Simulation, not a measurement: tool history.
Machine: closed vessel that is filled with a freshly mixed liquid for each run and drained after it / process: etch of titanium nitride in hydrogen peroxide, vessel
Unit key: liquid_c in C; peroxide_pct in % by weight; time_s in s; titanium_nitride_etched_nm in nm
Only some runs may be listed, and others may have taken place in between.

run  hour  liquid_c  peroxide_pct  time_s  titanium_nitride_etched_nm
  1     0        48            21     565                      32.461
  2     3      51.5            21     565                      41.682
  3   4.3        47            21     565                      30.076
  4  13.3        47            21     565                      30.295
  5  17.8        47            24     565                      31.086
  6  26.4      44.5            24     565                      25.933
  7  35.2        49            24     565                      36.248
  8  37.8        52            24     565                      44.665
  9  46.2        54            24     565                      51.413
 10  50.2      55.5            24     565                      56.753
 11  57.9      55.5            24     565                      56.681
 12  62.5      56.5            24     565                       61.28
 13  71.4        57            24     565                      63.264
 14  77.5      57.5            24     565                       65.76

Estimate the outcome of run 15 from the log above:
 15  83.6        58            24     565                           ?

{"run 15": {"titanium_nitride_etched_nm": 67.929}}
